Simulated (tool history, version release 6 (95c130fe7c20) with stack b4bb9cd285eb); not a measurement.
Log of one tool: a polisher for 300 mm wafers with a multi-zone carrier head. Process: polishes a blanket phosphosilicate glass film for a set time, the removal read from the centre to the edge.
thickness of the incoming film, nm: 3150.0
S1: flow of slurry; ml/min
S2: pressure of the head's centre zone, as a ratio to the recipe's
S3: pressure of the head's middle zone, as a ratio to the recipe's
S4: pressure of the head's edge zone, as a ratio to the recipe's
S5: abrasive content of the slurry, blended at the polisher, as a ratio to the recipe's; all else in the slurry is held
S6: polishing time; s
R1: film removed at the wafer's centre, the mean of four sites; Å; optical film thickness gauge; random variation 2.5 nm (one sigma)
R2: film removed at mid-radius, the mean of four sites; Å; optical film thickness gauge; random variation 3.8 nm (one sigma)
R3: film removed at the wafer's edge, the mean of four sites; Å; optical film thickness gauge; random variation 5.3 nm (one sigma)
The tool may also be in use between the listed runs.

run 1 hour=0 | S1=230 S2=1 S3=1 S4=1 S5=1 S6=65 | R1=6084.1 R2=6401.7 R3=6275.6
run 2 hour=4 | S1=225 S2=0.98 S3=0.98 S4=0.99 S5=0.95 S6=64 | R1=5678.1 R2=5913.9 R3=5946.2
run 3 hour=9.9 | S1=220 S2=0.96 S3=0.97 S4=0.97 S5=0.9 S6=64 | R1=5353.4 R2=5665 R3=5789.6
run 4 hour=11.7 | S1=220 S2=0.96 S3=0.97 S4=0.93 S5=0.9 S6=64 | R1=5337.7 R2=5660.6 R3=5715.2
run 5 hour=16.4 | S1=220 S2=0.95 S3=0.96 S4=0.92 S5=0.85 S6=63 | R1=5034.6 R2=5392.3 R3=5450
run 6 hour=24.4 | S1=220 S2=0.89 S3=0.96 S4=0.92 S5=0.85 S6=63 | R1=4644 R2=5347.3 R3=5432.6
run 7 hour=31.7 | S1=200 S2=0.89 S3=0.86 S4=0.82 S5=0.6 S6=57 | R1=3392.5 R2=3681.6 R3=3756.3
run 8 hour=37.5 | S1=205 S2=0.89 S3=0.86 S4=0.83 S5=0.6 S6=57 | R1=3443.1 R2=3639.7 R3=3740.4
-- hour=44.8 slurry nozzle cleaned
run 9 hour=44.8 | S1=210 S2=0.89 S3=0.86 S4=0.84 S5=0.6 S6=57 | R1=3861.9 R2=4027.7 R3=4065.7
run 10 hour=53.8 | S1=205 S2=0.89 S3=0.85 S4=0.84 S5=0.6 S6=57 | R1=3844.3 R2=4000.1 R3=3982.3
run 11 hour=60.3 | S1=200 S2=0.89 S3=0.85 S4=0.84 S5=0.6 S6=57 | R1=3812.3 R2=4072.6 R3=4081.5
run 12 hour=63.3 | S1=215 S2=0.88 S3=0.85 S4=0.84 S5=0.6 S6=57 | R1=3827.1 R2=4071.7 R3=4106.3
run 13 hour=68.8 | S1=210 S2=0.88 S3=0.84 S4=0.84 S5=0.6 S6=57 | R1=3789.8 R2=3935.1 R3=4057.7

Run 14 comes next. What will it give?
run 14 hour=71.9 | S1=205 S2=0.88 S3=0.84 S4=0.84 S5=0.6 S6=57 | R1=? R2=? R3=?

R1: 3742.8 Å
R2: 3934.8 Å
R3: 4128.4 Å

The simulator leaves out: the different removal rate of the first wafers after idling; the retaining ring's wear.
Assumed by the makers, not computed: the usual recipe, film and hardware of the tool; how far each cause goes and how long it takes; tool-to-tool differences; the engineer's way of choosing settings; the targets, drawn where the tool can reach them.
